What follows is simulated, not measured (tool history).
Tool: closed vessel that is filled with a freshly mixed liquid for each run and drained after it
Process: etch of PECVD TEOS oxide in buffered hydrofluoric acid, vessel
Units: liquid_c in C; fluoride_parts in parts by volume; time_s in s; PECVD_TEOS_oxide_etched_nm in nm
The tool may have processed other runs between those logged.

run  hour  liquid_c  fluoride_parts  time_s  PECVD_TEOS_oxide_etched_nm
  1     0        25            14.5      30                      27.465
  2   3.7        27              12      30                       36.63
  3   9.4      28.5            10.5      30                      45.417
  4  12.6      29.5             9.5      30                      51.513
  5  20.4        30               9      30                      55.625
  6  28.7        30               9      30                      54.749
  7  32.9        32               7      30                      80.318
  8  41.3        32               7      30                      80.217
  9  46.2      31.5               7      30                      79.075

Forecast run 10:
 10  51.9        28               7      30                           ?

{"run 10": {"PECVD_TEOS_oxide_etched_nm": 65.278}}
